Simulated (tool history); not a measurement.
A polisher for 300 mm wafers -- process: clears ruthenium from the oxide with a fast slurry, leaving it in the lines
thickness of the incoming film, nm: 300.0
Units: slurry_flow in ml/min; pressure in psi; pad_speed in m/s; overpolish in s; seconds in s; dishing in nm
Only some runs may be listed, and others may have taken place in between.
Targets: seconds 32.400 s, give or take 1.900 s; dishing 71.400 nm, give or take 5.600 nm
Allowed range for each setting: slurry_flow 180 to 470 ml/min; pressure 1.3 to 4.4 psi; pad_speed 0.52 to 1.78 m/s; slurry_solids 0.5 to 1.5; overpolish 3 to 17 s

run  hour  slurry_flow  pressure  pad_speed  slurry_solids  overpolish  seconds  dishing
  1   0.0          300       2.8       1.14            1.0           9   56.029   35.021
  2   8.0          300       3.1       1.14            1.0           9   51.651   37.859
  3  14.2          300       3.3       1.16            1.0           9   46.465   41.781
  4  17.2          335       3.3       1.16            1.0           9   47.114   41.403
  5  24.3          335       3.5       1.18            1.0           9   44.194   45.166
  6  33.0          270       3.5       1.18            1.0           9   45.227   42.753
  7  35.6          280       4.3       1.22            1.0          12   35.851   64.684
  8  41.1          280       4.3       1.24            1.0          12   34.876   67.248

Which of these 5 next moves meets every target?
  A  46.6          310       4.4       1.16            1.0          16        ?        ?
  B  46.6          210       4.0       1.10            1.2          12        ?        ?
  C  46.6          305       3.9       1.36            1.4          14        ?        ?
  D  46.6          315       4.2       1.38            1.0          12        ?        ?
  E  46.6          285       4.1       1.20            1.0          14        ?        ?

move  seconds  dishing
   A   36.505   79.206
   B   39.739   59.737
   C   30.986   80.934
   D   32.873   69.226
   E   38.238   69.382
A: misses by more than the last run did
B: misses by more than the last run did
C: the furthest-off result lands on target, but another misses its tolerance
D: all results in spec
E: misses by more than the last run did
So the answer is move D, the one that meets all the targets.
